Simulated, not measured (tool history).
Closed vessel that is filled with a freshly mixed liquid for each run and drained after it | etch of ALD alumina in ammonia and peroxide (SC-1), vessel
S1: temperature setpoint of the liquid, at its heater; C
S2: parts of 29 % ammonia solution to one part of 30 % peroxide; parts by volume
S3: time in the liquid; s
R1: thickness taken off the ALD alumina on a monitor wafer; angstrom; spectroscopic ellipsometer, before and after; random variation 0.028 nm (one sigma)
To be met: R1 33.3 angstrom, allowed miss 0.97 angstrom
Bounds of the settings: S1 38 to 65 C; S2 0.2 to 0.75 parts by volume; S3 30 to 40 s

{"run": 1, "hour": 0.0, "S1": 49, "S2": 0.45, "S3": 40, "R1": 16.576}
{"run": 2, "hour": 2.4, "S1": 49, "S2": 0.45, "S3": 40, "R1": 16.573}
{"run": 3, "hour": 10.2, "S1": 49, "S2": 0.4, "S3": 40, "R1": 16.373}
{"run": 4, "hour": 17.1, "S1": 46, "S2": 0.4, "S3": 40, "R1": 14.041}
{"run": 5, "hour": 20.1, "S1": 46, "S2": 0.3, "S3": 40, "R1": 13.413}
{"run": 6, "hour": 27.0, "S1": 49, "S2": 0.3, "S3": 40, "R1": 15.823}
{"run": 7, "hour": 34.2, "S1": 57, "S2": 0.3, "S3": 40, "R1": 24.67}
{"run": 8, "hour": 41.4, "S1": 58, "S2": 0.3, "S3": 40, "R1": 25.733}
{"run": 9, "hour": 45.8, "S1": 64, "S2": 0.3, "S3": 40, "R1": 34.79}

Which of these 5 next moves meets every target?
{"run": "A", "hour": 50.2, "S1": 64.5, "S2": 0.3, "S3": 40, "R1": "?"}
{"run": "B", "hour": 50.2, "S1": 65, "S2": 0.2, "S3": 40, "R1": "?"}
{"run": "C", "hour": 50.2, "S1": 63, "S2": 0.3, "S3": 40, "R1": "?"}
{"run": "D", "hour": 50.2, "S1": 65, "S2": 0.25, "S3": 40, "R1": "?"}
{"run": "E", "hour": 50.2, "S1": 65, "S2": 0.3, "S3": 40, "R1": "?"}

move=A R1=35.797
move=B R1=35.316
move=C R1=33.207
move=D R1=36.071
move=E R1=36.699
A: further off than the last run
B: further off than the last run
C: meets every target
D: further off than the last run
E: further off than the last run
The right move is C.

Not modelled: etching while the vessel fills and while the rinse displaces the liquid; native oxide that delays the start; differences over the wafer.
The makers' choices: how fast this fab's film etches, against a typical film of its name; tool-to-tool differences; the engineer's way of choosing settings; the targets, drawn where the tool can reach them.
